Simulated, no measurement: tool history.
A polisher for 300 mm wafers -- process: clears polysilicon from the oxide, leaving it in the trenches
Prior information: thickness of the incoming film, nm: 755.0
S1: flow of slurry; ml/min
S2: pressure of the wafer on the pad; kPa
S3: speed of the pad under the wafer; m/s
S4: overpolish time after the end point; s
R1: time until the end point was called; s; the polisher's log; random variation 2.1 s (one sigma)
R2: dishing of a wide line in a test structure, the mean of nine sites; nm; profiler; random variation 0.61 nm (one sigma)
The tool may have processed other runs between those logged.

{"run": 1, "hour": 0.0, "S1": 315, "S2": 13.1, "S3": 0.9, "S4": 26, "R1": 97.749, "R2": 42.757}
{"run": 2, "hour": 9.0, "S1": 315, "S2": 13.1, "S3": 0.9, "S4": 15, "R1": 99.624, "R2": 40.639}
{"run": 3, "hour": 11.5, "S1": 315, "S2": 10.3, "S3": 0.9, "S4": 15, "R1": 121.2, "R2": 39.6}
{"run": 4, "hour": 18.4, "S1": 315, "S2": 9.7, "S3": 0.9, "S4": 20, "R1": 130.12, "R2": 40.081}
{"run": 5, "hour": 19.0, "S1": 315, "S2": 9.7, "S3": 0.9, "S4": 12, "R1": 128.95, "R2": 34.324}
{"run": 6, "hour": 22.4, "S1": 315, "S2": 9.7, "S3": 0.9, "S4": 8, "R1": 126.42, "R2": 27.705}
{"run": 7, "hour": 24.7, "S1": 315, "S2": 9.7, "S3": 0.88, "S4": 11, "R1": 134.99, "R2": 33.256}
{"run": 8, "hour": 26.3, "S1": 315, "S2": 9.7, "S3": 0.86, "S4": 14, "R1": 136.35, "R2": 36.602}
{"run": 9, "hour": 32.0, "S1": 315, "S2": 9.7, "S3": 0.84, "S4": 15, "R1": 139.71, "R2": 36.595}
{"run": 10, "hour": 40.7, "S1": 315, "S2": 9.7, "S3": 0.82, "S4": 17, "R1": 147.99, "R2": 38.392}
{"run": 11, "hour": 48.5, "S1": 315, "S2": 9.7, "S3": 0.82, "S4": 18, "R1": 146.18, "R2": 38.487}
{"run": 12, "hour": 54.4, "S1": 315, "S2": 9.7, "S3": 0.82, "S4": 19, "R1": 145.13, "R2": 39.195}
{"run": 13, "hour": 60.0, "S1": 315, "S2": 9.7, "S3": 0.82, "S4": 20, "R1": 143.39, "R2": 40.119}

The next listed run, before its measurement:
{"run": 14, "hour": 63.2, "S1": 315, "S2": 9.7, "S3": 0.82, "S4": 21, "R1": "?", "R2": "?"}

{"run 14": {"R1": 139.42, "R2": 40.194}}
